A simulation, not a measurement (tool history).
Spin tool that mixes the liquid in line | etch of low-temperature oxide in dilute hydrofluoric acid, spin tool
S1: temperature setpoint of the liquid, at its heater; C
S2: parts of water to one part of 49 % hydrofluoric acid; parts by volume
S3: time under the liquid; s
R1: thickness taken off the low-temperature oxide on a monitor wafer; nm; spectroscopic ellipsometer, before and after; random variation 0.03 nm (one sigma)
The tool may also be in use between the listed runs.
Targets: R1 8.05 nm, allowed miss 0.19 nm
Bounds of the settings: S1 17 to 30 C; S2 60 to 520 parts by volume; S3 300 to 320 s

run  hour    S1   S2   S3      R1
  1     0    22  290  300  16.666
  2   8.5  18.5  290  300  14.615
  3  13.8  18.5  290  300  14.567
  4  15.2  18.5  290  300  14.485
  5  16.2  18.5  340  300  11.935
  6  22.1    18  360  300   10.88
  7  29.3    18  375  300   10.29
  8  32.7    18  390  300  9.8143
  9    39    18  400  300  9.4796

Which of these 4 next moves meets every target?
  A  45.3  21.5  510  315   ?
  B  45.3    18  465  300   ?
  C  45.3  17.5  375  300   ?
  D  45.3    17  440  320   ?

move      R1
   A  8.0155
   B  7.7127
   C  10.077
   D  8.5555
A: meets every target
B: takes the result that was furthest off past its target
C: further off than the last run
D: nearer than the last run, and not there yet
Move A is the one to make.
